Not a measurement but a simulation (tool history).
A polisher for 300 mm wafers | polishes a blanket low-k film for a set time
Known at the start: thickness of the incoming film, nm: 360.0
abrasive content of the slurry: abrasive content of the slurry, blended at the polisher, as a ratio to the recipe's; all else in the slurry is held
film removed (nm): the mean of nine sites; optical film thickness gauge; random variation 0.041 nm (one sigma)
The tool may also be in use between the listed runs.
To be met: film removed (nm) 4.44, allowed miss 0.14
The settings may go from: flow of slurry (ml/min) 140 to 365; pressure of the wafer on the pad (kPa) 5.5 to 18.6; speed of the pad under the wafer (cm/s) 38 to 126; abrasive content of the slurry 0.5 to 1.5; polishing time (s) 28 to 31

run  hour  flow of slurry (ml/min)  pressure of the wafer on the pad (kPa)  speed of the pad under the wafer (cm/s)  abrasive content of the slurry  polishing time (s)  film removed (nm)
  1     0                      235                                    11.7                                       82                               1                  31             7.1802
  2   3.2                      235                                    11.7                                       82                               1                  28             6.4133
  3  10.4                      235                                    11.7                                       82                             0.9                  28             5.9884
  4  16.7                      235                                     9.7                                       82                             0.9                  28              5.012
  5  20.8                      230                                       9                                       82                             0.9                  28             4.7093
  6  27.3                      230                                     6.9                                       82                             0.9                  28             3.7777
  7  29.1                      235                                     7.6                                       82                             0.9                  28             4.1173
  8    34                      240                                     7.6                                       82                             0.9                  28             4.1409
  9  35.5                      245                                     7.6                                       82                             0.9                  28             4.1244
     42.4  -- slurry blender recalibrated
 10  42.4                      255                                     8.3                                       82                             0.9                  28             5.2871
 11  50.7                      250                                     8.3                                       82                             0.9                  28             5.2456
 12  54.7                      235                                     6.2                                       82                             0.9                  28             4.1166
 13  60.6                      240                                     6.2                                       82                             0.9                  28             4.2049
 14  68.4                      245                                     6.2                                       82                             0.9                  28             4.1544

4 next moves are on the table. One of them brings every result within its allowed miss. Which?
  A  76.2                      220                                     8.3                                       52                               1                  28                  ?
  B  76.2                      260                                     5.5                                       70                               1                  29                  ?
  C  76.2                      260                                     6.2                                       76                               1                  30                  ?
  D  76.2                      260                                     5.5                                       88                            0.75                  31                  ?

move  film removed (nm)
   A             3.8482
   B             3.6728
   C             4.4685
   D             3.9155
A: further off than the last run
B: further off than the last run
C: meets every target
D: further off than the last run
Answer: C

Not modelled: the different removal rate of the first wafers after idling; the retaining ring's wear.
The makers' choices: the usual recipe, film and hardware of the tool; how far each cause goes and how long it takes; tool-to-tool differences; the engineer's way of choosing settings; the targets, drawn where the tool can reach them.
